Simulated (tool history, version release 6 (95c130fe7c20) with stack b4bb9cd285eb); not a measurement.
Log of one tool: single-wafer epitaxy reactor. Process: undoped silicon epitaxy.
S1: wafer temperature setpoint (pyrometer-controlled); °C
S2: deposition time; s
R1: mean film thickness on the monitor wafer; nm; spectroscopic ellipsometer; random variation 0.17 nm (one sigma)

run,hour,S1,S2,R1
1,0,655,247,49.58
2,8.7,662,247,56.877
3,13.3,658,246,52.431
4,15.7,663,246,57.334
5,23.3,672,246,67.321
6,31.2,664,245,58.308
7,38.9,659,244,53.044
8,42.8,655,243,48.698
9,43.5,653,243,47.085
10,50.3,651,243,45.193

Run 11 comes next. What will it give?
11,53.3,650,243,?

R1: 44.582 nm
